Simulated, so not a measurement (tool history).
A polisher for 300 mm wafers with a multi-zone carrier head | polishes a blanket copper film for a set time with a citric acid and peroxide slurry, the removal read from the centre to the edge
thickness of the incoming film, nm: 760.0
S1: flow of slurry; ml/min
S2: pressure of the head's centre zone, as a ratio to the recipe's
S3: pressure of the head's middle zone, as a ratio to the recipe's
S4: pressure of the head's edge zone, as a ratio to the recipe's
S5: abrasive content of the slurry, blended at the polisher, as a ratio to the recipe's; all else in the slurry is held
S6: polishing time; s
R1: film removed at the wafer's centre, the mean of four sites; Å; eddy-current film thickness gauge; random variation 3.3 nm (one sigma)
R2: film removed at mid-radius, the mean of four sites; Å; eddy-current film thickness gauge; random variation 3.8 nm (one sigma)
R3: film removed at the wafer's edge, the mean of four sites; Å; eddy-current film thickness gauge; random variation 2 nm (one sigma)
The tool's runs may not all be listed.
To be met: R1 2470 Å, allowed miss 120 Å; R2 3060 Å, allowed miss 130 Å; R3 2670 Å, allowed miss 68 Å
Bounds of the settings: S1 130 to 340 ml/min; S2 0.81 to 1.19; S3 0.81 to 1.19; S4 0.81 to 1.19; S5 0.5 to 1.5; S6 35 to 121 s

run	hour	S1	S2	S3	S4	S5	S6	R1	R2	R3
1	0	220	1	1	1	1	78	2305.7	2246.9	2332.9
2	6.7	225	0.99	1.03	1	1.05	78	2304.8	2338.1	2329
3	8.3	225	0.99	0.97	1	1.05	78	2325.4	2181.5	2327.7
4	12.2	250	0.99	0.97	1	1.05	78	2397.6	2248.4	2393.8
5	20.9	250	0.99	0.97	1	0.85	78	2269.2	2233.8	2291
6	25.8	285	0.99	0.97	1	0.85	78	2287.5	2180.1	2325.9
7	30.2	275	0.98	1	0.99	0.9	80	2355.9	2414.5	2442.7
8	36.2	280	0.98	1.02	0.98	0.9	80	2367.1	2428.9	2409.2
9	40.5	280	0.98	1.02	0.98	0.9	80	2437.4	2402	2401.7
10	43.4	280	0.97	1.04	0.98	0.9	81	2435.9	2506.5	2449.1
11	46.3	285	0.96	1.06	0.99	0.9	81	2385.6	2536.5	2413.9
# hour 53.2: slurry nozzle cleaned
12	53.2	285	0.94	1.07	0.99	0.95	82	2514.5	2787.9	2609.5
13	59.2	285	0.93	1.08	0.99	0.95	82	2458.3	2708.1	2617.2

5 next moves are on the table. One of them brings every result within its allowed miss. Which?
A	65.2	325	0.92	1.19	1.03	0.7	86	?	?	?
B	65.2	325	0.94	0.98	1	0.95	88	?	?	?
C	65.2	270	0.89	0.84	1.16	0.85	84	?	?	?
D	65.2	270	0.92	1.01	1.02	1	83	?	?	?
E	65.2	340	0.97	1.04	1.02	0.95	85	?	?	?

move	R1	R2	R3
A	2509.5	3045	2653.9
B	2748.6	2768.7	2819.2
C	2386.3	2241.3	2794.9
D	2506.5	2651.5	2666
E	2753.7	2823	2753.4
A: meets every target
B: nearer than the last run, and not there yet
C: further off than the last run
D: further off than the last run
E: nearer than the last run, and not there yet
Answer: A
